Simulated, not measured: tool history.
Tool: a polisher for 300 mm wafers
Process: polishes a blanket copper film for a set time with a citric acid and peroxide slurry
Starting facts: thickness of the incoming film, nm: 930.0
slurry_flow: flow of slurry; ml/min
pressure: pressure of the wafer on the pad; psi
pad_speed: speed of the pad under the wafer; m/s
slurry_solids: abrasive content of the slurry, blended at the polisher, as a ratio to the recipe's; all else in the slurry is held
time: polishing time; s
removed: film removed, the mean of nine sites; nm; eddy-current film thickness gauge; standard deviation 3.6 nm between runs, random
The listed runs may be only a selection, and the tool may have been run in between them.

| run | hour | slurry_flow | pressure | pad_speed | slurry_solids | time | removed |
|---|---|---|---|---|---|---|---|
| 1 | 0 | 150 | 4.1 | 0.92 | 1 | 70 | 195.34 |
| 2 | 5 | 150 | 4.2 | 0.92 | 1 | 70 | 196.11 |
| 3 | 13.9 | 150 | 4.2 | 0.78 | 1 | 70 | 169.96 |
| 4 | 20.1 | 150 | 4.4 | 0.78 | 1 | 70 | 183.14 |
| 5 | 27.2 | 150 | 4.4 | 0.78 | 1 | 74 | 189.72 |
| 6 | 29 | 185 | 4.4 | 0.78 | 1 | 74 | 198.79 |
| 7 | 34.6 | 185 | 4.5 | 0.78 | 1 | 74 | 200.09 |
| 8 | 38 | 190 | 5.6 | 0.8 | 1 | 74 | 230.01 |
| 9 | 41.3 | 190 | 5.7 | 0.8 | 1 | 74 | 238.5 |
| 10 | 42.8 | 190 | 5.8 | 0.8 | 1 | 74 | 236.68 |

Predict the results of run 11:
| 11 | 50.6 | 190 | 5.9 | 0.8 | 1 | 74 | ? |

Run 11 gave removed 245.84 nm.
